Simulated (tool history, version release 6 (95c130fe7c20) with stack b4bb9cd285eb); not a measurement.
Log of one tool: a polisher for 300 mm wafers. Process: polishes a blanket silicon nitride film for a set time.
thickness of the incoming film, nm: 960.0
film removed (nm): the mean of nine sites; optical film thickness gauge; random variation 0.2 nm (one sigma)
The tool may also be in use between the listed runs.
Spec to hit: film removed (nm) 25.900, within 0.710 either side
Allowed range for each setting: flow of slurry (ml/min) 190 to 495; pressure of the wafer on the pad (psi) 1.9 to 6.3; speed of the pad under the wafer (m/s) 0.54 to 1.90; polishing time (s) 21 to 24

run  hour  flow of slurry (ml/min)  pressure of the wafer on the pad (psi)  speed of the pad under the wafer (m/s)  polishing time (s)  film removed (nm)
  1   0.0                      320                                     4.1                                    1.22                  24             52.021
  2   5.3                      320                                     4.1                                    1.22                  21             45.213
  3  14.3                      320                                     3.8                                    1.22                  21             41.597
  4  16.6                      370                                     3.8                                    1.22                  21             42.449
  5  19.5                      370                                     3.3                                    1.22                  21             37.404
  6  26.5                      370                                     3.1                                    1.22                  21             35.425
  7  32.1                      370                                     2.9                                    1.22                  21             33.681
  8  39.6                      365                                     1.9                                    1.20                  21             23.313
  9  48.1                      375                                     1.9                                    1.20                  21             23.081
 10  52.8                      380                                     1.9                                    1.20                  21             23.379
 11  53.7                      385                                     1.9                                    1.20                  21             23.201

Which of these 4 next moves meets every target?
  A  54.6                      390                                     1.9                                    1.28                  21                  ?
  B  54.6                      340                                     2.1                                    1.24                  21                  ?
  C  54.6                      390                                     2.2                                    1.18                  23                  ?
  D  54.6                      395                                     2.4                                    1.18                  21                  ?

move  film removed (nm)
   A             24.833
   B             25.998
   C             28.759
   D             28.277
A: nearer the targets than the last run, but a result is still out of spec
B: all results in spec
C: pushes the last run's worst result past its target
D: pushes the last run's worst result past its target
Move B is the one to make.
